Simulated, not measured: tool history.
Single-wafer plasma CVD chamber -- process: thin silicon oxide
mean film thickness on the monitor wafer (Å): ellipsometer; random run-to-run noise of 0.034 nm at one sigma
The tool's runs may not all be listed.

run,hour,heater temperature setpoint (deg C),chamber pressure (Pa),RF power (W),deposition time (s),mean film thickness on the monitor wafer (Å)
1,0,415,113.7,270,7.62,142.11
2,1.9,422,113.7,270,7.62,142.06
3,6.9,422,107.7,270,7.62,134.86
4,11.2,422,102.9,270,7.62,127.86
5,11.8,422,102.9,270,7.62,128.01
6,17.3,422,102.9,295,7.62,133.31
7,24.4,422,98.7,295,7.62,127.49
8,32.6,422,95.2,295,7.62,120.95
9,39.9,422,92.9,295,7.62,118.36
10,46.5,422,91.1,295,7.62,114.64
11,55.3,422,89.7,295,7.62,112.55
12,64,422,88.7,295,7.62,111.22
13,65.1,422,88.7,295,7.62,111.04
14,70.8,422,87.7,295,7.62,109.81
15,71.6,422,86.9,295,7.62,108.5

The next listed run, before its measurement:
16,79.2,422,86.3,295,7.62,?

Logged for run 16: mean film thickness on the monitor wafer (Å) 107.65.
